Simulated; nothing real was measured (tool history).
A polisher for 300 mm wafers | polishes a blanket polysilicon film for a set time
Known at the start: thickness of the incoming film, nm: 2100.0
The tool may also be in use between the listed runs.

run,day,flow of slurry (ml/min),pressure of the wafer on the pad (kPa),speed of the pad under the wafer (m/s),polishing time (s),film removed (Å)
1,0.000,215,13.1,1.24,89,5495.1
2,0.033,215,11.7,1.18,89,4653.5
3,0.067,215,11.7,1.48,89,5729.3
4,0.283,215,11.7,1.48,89,5821.9
5,0.629,215,13.1,1.48,89,6597.9
6,0.992,215,11.0,1.48,89,5346.6
7,1.017,215,10.3,1.40,89,4859.0
8,1.317,215,9.7,1.32,89,4335.9
9,1.608,215,9.0,1.26,89,3926.5

Forecast run 10:
10,1.708,215,8.3,1.20,89,?

{"run 10": {"film removed (Å)": 3422.7}}
